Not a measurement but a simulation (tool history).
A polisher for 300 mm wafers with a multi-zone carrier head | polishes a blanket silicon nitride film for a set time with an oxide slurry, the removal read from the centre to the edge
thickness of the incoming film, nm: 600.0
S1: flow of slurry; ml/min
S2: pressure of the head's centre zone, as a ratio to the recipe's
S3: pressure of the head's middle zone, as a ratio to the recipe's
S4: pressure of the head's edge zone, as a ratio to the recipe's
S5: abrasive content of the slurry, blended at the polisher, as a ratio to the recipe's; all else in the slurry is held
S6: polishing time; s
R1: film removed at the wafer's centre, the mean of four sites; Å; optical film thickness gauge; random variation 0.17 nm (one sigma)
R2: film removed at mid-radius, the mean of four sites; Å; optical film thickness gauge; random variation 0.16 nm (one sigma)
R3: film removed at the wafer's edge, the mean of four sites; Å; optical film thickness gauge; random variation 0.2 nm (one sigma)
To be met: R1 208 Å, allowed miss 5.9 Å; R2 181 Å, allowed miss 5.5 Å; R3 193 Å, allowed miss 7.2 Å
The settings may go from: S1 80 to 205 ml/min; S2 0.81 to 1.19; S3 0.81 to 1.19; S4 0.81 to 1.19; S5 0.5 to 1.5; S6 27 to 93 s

run,hour,S1,S2,S3,S4,S5,S6,R1,R2,R3
1,0,135,1,1,1,1,59,268.77,267.4,258.64
2,8.4,125,1,0.95,0.96,0.9,59,248.05,239.41,243.05
3,13.1,125,1,0.95,1,0.9,59,251.05,237.23,247.44
4,15.7,125,1,1,1,0.9,59,251.34,247.75,246.45
5,21.1,105,1,1,1,0.9,59,236.19,236.9,241.9
6,21.6,105,1,0.95,1,0.9,59,236.75,227.69,240.35
# hour 25.1: worn pad replaced by a new one
7,25.1,105,1,0.95,1,0.9,59,256.51,243.35,260.22
8,28.7,105,1.01,0.85,0.9,0.65,56,202.47,175.54,194.76

5 next moves are on the table. One of them brings every result within its allowed miss. Which?
A,32.3,120,0.97,0.92,0.86,0.55,61,?,?,?
B,32.3,110,1.02,0.87,0.86,0.55,63,?,?,?
C,32.3,95,0.99,0.88,0.92,0.7,53,?,?,?
D,32.3,80,1,0.89,0.98,0.65,58,?,?,?
E,32.3,115,1.01,0.94,0.83,0.7,50,?,?,?

move,R1,R2,R3
A,198.04,188.7,189.52
B,209.96,182.15,193.05
C,192.03,174.38,191.18
D,190.36,174.26,198.61
E,196.01,182.76,178.01
A: takes the result that was furthest off past its target
B: meets every target
C: further off than the last run
D: further off than the last run
E: brings the result that was furthest off to its target, and leaves another outside
The right move is B.
